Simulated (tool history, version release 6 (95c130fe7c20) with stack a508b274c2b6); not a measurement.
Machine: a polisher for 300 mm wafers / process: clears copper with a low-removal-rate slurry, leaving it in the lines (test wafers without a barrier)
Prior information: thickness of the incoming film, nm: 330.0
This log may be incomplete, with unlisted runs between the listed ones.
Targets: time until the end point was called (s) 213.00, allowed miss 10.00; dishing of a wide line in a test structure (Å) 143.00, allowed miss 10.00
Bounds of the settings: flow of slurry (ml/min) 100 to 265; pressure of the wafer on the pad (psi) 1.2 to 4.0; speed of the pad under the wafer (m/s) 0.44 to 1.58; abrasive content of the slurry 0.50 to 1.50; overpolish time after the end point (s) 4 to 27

| run | hour | flow of slurry (ml/min) | pressure of the wafer on the pad (psi) | speed of the pad under the wafer (m/s) | abrasive content of the slurry | overpolish time after the end point (s) | time until the end point was called (s) | dishing of a wide line in a test structure (Å) |
|---|---|---|---|---|---|---|---|---|
| 1 | 0.0 | 170 | 2.6 | 1.00 | 1.00 | 14 | 111.71 | 262.37 |
| 2 | 0.5 | 170 | 2.6 | 1.00 | 0.80 | 14 | 121.21 | 239.10 |
| 3 | 7.9 | 170 | 2.3 | 1.00 | 0.80 | 14 | 127.27 | 232.63 |
| 4 | 12.5 | 170 | 2.7 | 1.00 | 0.80 | 14 | 118.93 | 256.84 |
| 5 | 15.5 | 170 | 2.4 | 0.96 | 0.80 | 14 | 134.36 | 237.31 |
| 6 | 19.6 | 170 | 2.2 | 0.94 | 0.80 | 13 | 144.08 | 209.24 |
| 7 | 24.0 | 170 | 2.0 | 0.92 | 0.80 | 13 | 150.99 | 189.13 |
| 8 | 29.6 | 170 | 1.8 | 0.90 | 0.80 | 13 | 163.72 | 181.10 |
| 9 | 36.2 | 170 | 1.7 | 0.88 | 0.80 | 13 | 169.90 | 173.18 |
| 10 | 40.5 | 170 | 1.6 | 0.86 | 0.80 | 13 | 181.11 | 166.58 |
| 11 | 43.5 | 170 | 1.5 | 0.86 | 0.80 | 13 | 184.40 | 163.13 |

Consider the 5 candidate settings below. Which is the only one whose results all fall within their allowed miss of target?
| A | 46.5 | 175 | 1.3 | 0.74 | 0.85 | 20 | ? | ? |
| B | 46.5 | 175 | 1.4 | 1.02 | 0.85 | 11 | ? | ? |
| C | 46.5 | 160 | 1.5 | 0.76 | 0.80 | 17 | ? | ? |
| D | 46.5 | 135 | 1.3 | 0.82 | 0.80 | 13 | ? | ? |
| E | 46.5 | 195 | 1.5 | 1.06 | 0.75 | 14 | ? | ? |

| move | time until the end point was called (s) | dishing of a wide line in a test structure (Å) |
|---|---|---|
| A | 225.21 | 204.25 |
| B | 162.54 | 161.14 |
| C | 213.29 | 186.38 |
| D | 219.47 | 142.84 |
| E | 155.28 | 207.40 |
A: pushes the last run's worst result past its target
B: lands further from the targets than the last run did
C: the furthest-off result lands on target, but another misses its tolerance
D: every result lands within tolerance
E: lands further from the targets than the last run did
The right move is D.

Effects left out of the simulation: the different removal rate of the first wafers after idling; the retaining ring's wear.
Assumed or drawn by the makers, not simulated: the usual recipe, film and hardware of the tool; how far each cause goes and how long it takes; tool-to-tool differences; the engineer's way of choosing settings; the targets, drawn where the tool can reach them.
